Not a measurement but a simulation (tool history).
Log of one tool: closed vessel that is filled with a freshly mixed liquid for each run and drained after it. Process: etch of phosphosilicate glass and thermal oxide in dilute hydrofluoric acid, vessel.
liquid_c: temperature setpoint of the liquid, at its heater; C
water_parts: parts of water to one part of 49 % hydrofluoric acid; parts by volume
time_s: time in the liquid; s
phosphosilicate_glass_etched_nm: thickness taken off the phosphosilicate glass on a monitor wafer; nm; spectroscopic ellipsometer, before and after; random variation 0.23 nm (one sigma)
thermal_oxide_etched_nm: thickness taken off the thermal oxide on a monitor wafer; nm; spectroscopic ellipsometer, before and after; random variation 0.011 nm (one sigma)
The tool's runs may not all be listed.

run  hour  liquid_c  water_parts  time_s  phosphosilicate_glass_etched_nm  thermal_oxide_etched_nm
  1   0.0      20.0           55      60                           77.543                   4.8265
  2   6.0      17.0           55      60                           68.720                   4.3039
  3   7.4      17.0           55      60                           68.917                   4.2192
  4  15.2      17.0           65      60                           57.862                   3.5367
  5  20.1      18.5           65      60                           61.250                   3.7635
  6  23.6      18.0           75      60                           51.623                   3.1656
  7  32.2      18.0           80      60                           47.576                   2.9593
  8  39.2      18.0           85      60                           44.960                   2.7749
  9  44.3      18.0           90      60                           42.509                   2.6075
 10  50.3      18.0           95      60                           39.603                   2.4415

Forecast run 11:
 11  55.5      17.5          100      55                                ?                        ?

{"run 11": {"phosphosilicate_glass_etched_nm": 34.193, "thermal_oxide_etched_nm": 2.0797}}
